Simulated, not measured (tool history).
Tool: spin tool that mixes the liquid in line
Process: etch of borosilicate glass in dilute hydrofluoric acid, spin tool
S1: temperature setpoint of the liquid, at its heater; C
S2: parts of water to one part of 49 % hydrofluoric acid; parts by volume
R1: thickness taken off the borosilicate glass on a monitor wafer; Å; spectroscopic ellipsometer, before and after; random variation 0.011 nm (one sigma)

Run 1, hour 0: S1 24 C, S2 275 parts by volume, time under the liquid (s) 55. Result: R1 27.048 Å.
Run 2, hour 1.8: S1 23.5 C, S2 280 parts by volume, time under the liquid (s) 55. Result: R1 25.789 Å.
Run 3, hour 8: S1 23 C, S2 285 parts by volume, time under the liquid (s) 55. Result: R1 24.991 Å.
Run 4, hour 15.5: S1 22.5 C, S2 290 parts by volume, time under the liquid (s) 55. Result: R1 24.032 Å.
Run 5, hour 16.6: S1 22 C, S2 295 parts by volume, time under the liquid (s) 55. Result: R1 22.902 Å.
Run 6, hour 21.1: S1 21.5 C, S2 300 parts by volume, time under the liquid (s) 55. Result: R1 21.957 Å.

The next listed run, before its measurement:
Run 7, hour 25.4: S1 21 C, S2 305 parts by volume, time under the liquid (s) 55. Result: R1 ?.

{"run 7": {"R1": 21.115}}
